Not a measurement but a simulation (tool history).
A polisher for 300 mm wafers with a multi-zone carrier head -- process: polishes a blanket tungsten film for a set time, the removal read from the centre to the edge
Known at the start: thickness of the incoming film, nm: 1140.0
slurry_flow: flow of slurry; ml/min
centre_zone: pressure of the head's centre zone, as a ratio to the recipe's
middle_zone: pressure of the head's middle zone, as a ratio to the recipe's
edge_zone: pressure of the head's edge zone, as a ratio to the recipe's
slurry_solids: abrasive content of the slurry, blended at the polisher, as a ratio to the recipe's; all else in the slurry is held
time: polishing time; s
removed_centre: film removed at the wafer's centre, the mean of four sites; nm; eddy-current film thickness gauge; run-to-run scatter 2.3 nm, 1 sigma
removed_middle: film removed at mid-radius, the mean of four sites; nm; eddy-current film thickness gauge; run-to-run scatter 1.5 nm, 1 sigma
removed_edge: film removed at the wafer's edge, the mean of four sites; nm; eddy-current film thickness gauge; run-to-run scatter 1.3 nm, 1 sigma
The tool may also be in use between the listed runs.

run	hour	slurry_flow	centre_zone	middle_zone	edge_zone	slurry_solids	time	removed_centre	removed_middle	removed_edge
1	0.0	280	1.00	1.00	1.00	1.00	79	321.92	315.00	322.60
2	7.9	280	1.00	1.00	1.09	1.00	79	323.17	317.22	339.01
3	9.2	280	1.00	1.00	1.09	0.85	79	303.89	300.99	318.87
4	14.2	275	0.99	0.98	1.04	0.75	75	280.93	275.24	286.20
5	22.7	275	0.99	0.93	1.04	0.75	75	282.21	261.73	289.11
6	23.5	275	0.99	0.98	1.04	0.75	75	277.81	275.22	287.71

Run 7 is up next; what results do you expect?
7	29.0	270	0.98	0.96	1.00	0.70	71	?	?	?

Run 7 yielded removed_centre 253.93 nm, removed_middle 248.71 nm, removed_edge 261.33 nm.
